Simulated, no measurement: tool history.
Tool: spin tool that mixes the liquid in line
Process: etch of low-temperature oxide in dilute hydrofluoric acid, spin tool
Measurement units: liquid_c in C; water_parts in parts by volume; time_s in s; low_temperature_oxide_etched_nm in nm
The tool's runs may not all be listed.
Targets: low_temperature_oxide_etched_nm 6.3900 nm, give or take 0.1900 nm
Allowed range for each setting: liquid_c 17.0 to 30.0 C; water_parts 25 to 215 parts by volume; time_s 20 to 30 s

run,day,liquid_c,water_parts,time_s,low_temperature_oxide_etched_nm
1,0.000,22.0,120,30,3.1749
2,0.221,23.5,115,30,3.5274
3,0.458,23.5,115,30,3.5274
4,0.804,22.0,115,30,3.3131
5,0.900,22.0,75,30,5.3782
6,0.962,22.0,75,30,5.3477
7,1.204,23.0,75,30,5.5987
8,1.521,23.5,75,30,5.7148
9,1.892,24.0,75,30,5.8770
10,2.200,24.5,75,30,5.8765

Below are 4 possible settings for the next run. Only one of them brings all results inside the allowed miss of their targets. Which is it?
A,2.508,26.0,70,30,?
B,2.508,22.5,65,30,?
C,2.508,23.0,70,30,?
D,2.508,22.0,40,20,?

move,low_temperature_oxide_etched_nm
A,6.7980
B,6.3946
C,6.0230
D,7.0027
A: takes the result that was furthest off past its target
B: hits every target within its allowed miss
C: nearer the targets than the last run, but a result is still out of spec
D: takes the result that was furthest off past its target
So the answer is move B, the one that meets all the targets.
